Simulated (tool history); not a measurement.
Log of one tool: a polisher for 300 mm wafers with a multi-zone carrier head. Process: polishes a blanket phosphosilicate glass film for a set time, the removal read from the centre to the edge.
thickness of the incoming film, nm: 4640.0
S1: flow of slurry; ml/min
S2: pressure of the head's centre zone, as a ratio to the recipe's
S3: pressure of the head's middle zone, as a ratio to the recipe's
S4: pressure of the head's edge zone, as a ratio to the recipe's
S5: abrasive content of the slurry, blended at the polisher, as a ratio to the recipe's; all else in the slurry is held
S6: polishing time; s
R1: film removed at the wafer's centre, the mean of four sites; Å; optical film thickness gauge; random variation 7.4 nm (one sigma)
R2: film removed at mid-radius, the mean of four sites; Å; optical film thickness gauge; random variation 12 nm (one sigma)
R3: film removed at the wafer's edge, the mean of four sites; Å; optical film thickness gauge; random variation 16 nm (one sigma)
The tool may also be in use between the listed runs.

run,hour,S1,S2,S3,S4,S5,S6,R1,R2,R3
1,0,210,1,1,1,1,54,6983.9,6800.1,7090.5
2,5.3,205,0.97,0.98,1.05,1.15,58,7757.2,7711,8391.2
3,6.4,200,0.95,0.96,1.08,1.25,61,8229.8,8286.8,9467.1
4,12,235,0.95,0.96,1.08,1.25,61,8296.4,8627.6,9238.7
5,15.8,215,0.95,0.96,1.11,1.3,63,8726.2,8916,10156
6,18.5,200,0.95,0.97,1.13,1.35,64,8968.9,9028.3,10174
7,23.4,210,0.94,0.94,1.14,1.4,65,9174.2,9228.2,10525
8,24.9,190,0.92,0.94,1.15,1.45,67,9177,9577.6,10847

The next listed run, before its measurement:
9,30,195,0.91,0.91,1.16,1.45,69,?,?,?

{"run 9": {"R1": 9438.3, "R2": 9589.2, "R3": 11265}}
